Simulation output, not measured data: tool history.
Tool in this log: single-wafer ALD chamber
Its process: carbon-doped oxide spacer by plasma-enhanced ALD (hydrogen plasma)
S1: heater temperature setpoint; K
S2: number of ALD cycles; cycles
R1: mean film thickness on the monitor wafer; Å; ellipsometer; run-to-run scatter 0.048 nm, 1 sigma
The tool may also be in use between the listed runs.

{"run": 1, "hour": 0.0, "S1": 648.15, "S2": 363, "R1": 189.07}
{"run": 2, "hour": 8.0, "S1": 648.15, "S2": 352, "R1": 183.57}
{"run": 3, "hour": 11.9, "S1": 648.15, "S2": 395, "R1": 206.41}
{"run": 4, "hour": 20.8, "S1": 648.15, "S2": 377, "R1": 197.14}
{"run": 5, "hour": 25.8, "S1": 648.15, "S2": 363, "R1": 189.8}
{"run": 6, "hour": 34.5, "S1": 638.15, "S2": 363, "R1": 189.47}
{"run": 7, "hour": 40.7, "S1": 638.15, "S2": 352, "R1": 184.26}
{"run": 8, "hour": 43.8, "S1": 638.15, "S2": 343, "R1": 179.14}
{"run": 9, "hour": 51.2, "S1": 638.15, "S2": 337, "R1": 176.69}

What will run 10 give?
{"run": 10, "hour": 52.7, "S1": 638.15, "S2": 332, "R1": "?"}

{"run 10": {"R1": 173.51}}
